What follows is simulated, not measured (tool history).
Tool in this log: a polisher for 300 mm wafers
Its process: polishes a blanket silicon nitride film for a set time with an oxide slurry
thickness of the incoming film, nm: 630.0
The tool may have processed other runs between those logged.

run  hour  flow of slurry (ml/min)  pressure of the wafer on the pad (kPa)  speed of the pad under the wafer (cm/s)  abrasive content of the slurry  polishing time (s)  film removed (angstrom)
  1     0                      265                                    19.3                                      134                               1                  67                   464.07
  2   8.2                      260                                    17.2                                      134                               1                  67                   416.89
  3   9.2                      255                                    15.9                                      134                               1                  67                   386.13
  4  12.6                      250                                    14.5                                      134                               1                  67                   349.79
  5  15.7                      250                                    14.5                                      134                             1.2                  67                   374.68
  6  16.6                      210                                    14.5                                      134                             1.2                  67                   372.63
  7  17.7                      210                                    14.5                                      134                             1.2                  67                   370.43
  8  22.9                      210                                    13.8                                      134                             1.2                  67                   348.48
  9  29.3                      200                                      11                                      134                             1.2                  67                   286.29
 10  34.2                      205                                      11                                      134                             1.2                  67                   284.63
 11  41.8                      205                                      11                                      134                             1.2                  67                   284.14
 12  49.6                      210                                      11                                      134                             1.2                  67                   286.42
 13    57                      210                                      11                                      134                             1.2                  67                   284.05
 14  60.5                      215                                      11                                      134                             1.2                  67                   287.55

What will run 15 give?
 15    69                      220                                      11                                      134                             1.2                  67                        ?

film removed (angstrom): 284.96

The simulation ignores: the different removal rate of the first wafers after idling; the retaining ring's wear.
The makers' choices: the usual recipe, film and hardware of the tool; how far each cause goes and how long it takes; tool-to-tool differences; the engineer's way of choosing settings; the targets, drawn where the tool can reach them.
